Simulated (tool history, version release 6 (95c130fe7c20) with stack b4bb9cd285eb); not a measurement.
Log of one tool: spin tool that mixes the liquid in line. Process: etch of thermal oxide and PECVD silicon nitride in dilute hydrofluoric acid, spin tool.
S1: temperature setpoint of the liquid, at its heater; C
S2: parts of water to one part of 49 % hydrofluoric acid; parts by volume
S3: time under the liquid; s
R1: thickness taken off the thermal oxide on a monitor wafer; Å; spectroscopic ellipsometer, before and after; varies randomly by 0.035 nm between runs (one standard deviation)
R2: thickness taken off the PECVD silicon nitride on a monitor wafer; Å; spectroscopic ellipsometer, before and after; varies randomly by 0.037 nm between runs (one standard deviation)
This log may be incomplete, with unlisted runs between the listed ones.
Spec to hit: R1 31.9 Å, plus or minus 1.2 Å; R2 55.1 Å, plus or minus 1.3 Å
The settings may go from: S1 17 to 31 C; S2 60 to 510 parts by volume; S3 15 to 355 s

run  hour    S1   S2   S3      R1      R2
  1     0    23  285  180  23.963  33.415
  2   0.9  25.5  285  180  26.275  38.826
  3   3.4  25.5  360  180  18.925  31.302
  4  11.3    27  340  180  22.372  35.124
  5  15.7    27  400  180  17.872  30.071
  6  20.8    27  400  220   21.16  37.142
  7  26.5    28  385  220  23.627  40.817
  8  30.2    29  375  220  25.177  44.123

4 candidate next runs follow, results not yet known. Just one meets every target within its allowed miss. Identify it.
  A  33.9  31  295  190   ?   ?
  B  33.9  29  305  205   ?   ?
  C  33.9  31  410  280   ?   ?
  D  33.9  31  510  255   ?   ?

move      R1      R2
   A  31.708  54.513
   B  30.687  50.666
   C  29.746  57.096
   D  19.771  41.427
A: in spec on every target
B: closer than the last run, but not yet in spec
C: the result that was furthest off in the last run now lies on the other side of its target
D: the biggest miss grows against the last run
A meets every target.

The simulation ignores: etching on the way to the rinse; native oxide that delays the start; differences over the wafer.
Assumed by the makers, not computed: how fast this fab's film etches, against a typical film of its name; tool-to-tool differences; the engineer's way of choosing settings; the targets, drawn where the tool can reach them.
